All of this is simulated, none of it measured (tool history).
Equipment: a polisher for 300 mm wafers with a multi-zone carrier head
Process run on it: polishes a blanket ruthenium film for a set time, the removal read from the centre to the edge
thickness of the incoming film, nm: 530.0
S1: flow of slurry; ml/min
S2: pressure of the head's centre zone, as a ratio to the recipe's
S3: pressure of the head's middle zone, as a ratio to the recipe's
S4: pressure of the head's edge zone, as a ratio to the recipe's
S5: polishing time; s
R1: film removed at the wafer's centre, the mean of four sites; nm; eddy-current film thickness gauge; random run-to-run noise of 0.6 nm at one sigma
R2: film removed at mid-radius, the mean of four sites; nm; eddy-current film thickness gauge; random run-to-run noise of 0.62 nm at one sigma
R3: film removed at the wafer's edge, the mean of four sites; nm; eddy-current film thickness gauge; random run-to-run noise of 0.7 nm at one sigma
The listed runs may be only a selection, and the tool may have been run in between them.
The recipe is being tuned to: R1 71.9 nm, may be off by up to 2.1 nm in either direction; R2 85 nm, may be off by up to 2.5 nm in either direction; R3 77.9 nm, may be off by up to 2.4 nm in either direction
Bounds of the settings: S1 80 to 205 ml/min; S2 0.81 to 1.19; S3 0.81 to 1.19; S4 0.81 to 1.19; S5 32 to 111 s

run,hour,S1,S2,S3,S4,S5,R1,R2,R3
1,0,135,1,1,1,71,91.659,90.726,91.755
2,8.8,135,1,1,1,83,106.58,105.83,108.16
3,15.2,135,1,1,1.03,83,107.71,106.33,109.19
4,20.3,130,0.98,1.01,1,80,99.043,101.88,102.34
5,23.4,125,0.97,1.01,0.97,78,95.963,99.407,99.796
6,29.6,125,0.97,1.01,0.97,89,109.25,113.11,114.59
7,37.3,125,0.96,1.02,0.95,85,102.88,108.01,107.32
8,42.9,125,0.95,1.03,0.93,82,98.008,106.55,103.17
9,51.7,125,0.94,1.03,0.92,79,94.293,102.43,99.419
10,55,125,0.94,1.03,0.92,79,92.932,102.36,99.089
11,56.7,125,0.94,1.03,0.91,76,90.404,99.199,93.927
12,58.7,95,0.84,1,0.81,67,63.703,77.564,75.172
13,61.7,100,0.85,1,0.81,67,66.508,78.317,77.48
14,65.4,105,0.86,1.01,0.81,66,68.327,81.372,77.109
15,72.2,115,0.87,1.02,0.81,65,69.128,80.015,75.416

Next run, 5 choices. One meets every target within its allowed miss, the rest don't. Which?
A,79,150,0.99,0.93,0.82,58,?,?,?
B,79,110,0.85,0.97,0.83,64,?,?,?
C,79,155,0.9,1.17,0.81,57,?,?,?
D,79,115,0.86,1.03,0.81,67,?,?,?
E,79,120,0.91,0.96,0.82,60,?,?,?

move,R1,R2,R3
A,77.016,72.895,70.695
B,66.806,77.252,74.206
C,69.386,87.685,69.289
D,71.84,86.161,77.641
E,68.983,73.537,70.454
A: lands further from the targets than the last run did
B: lands further from the targets than the last run did
C: pushes the last run's worst result past its target
D: in spec on every target
E: lands further from the targets than the last run did
The move that meets every target is D.
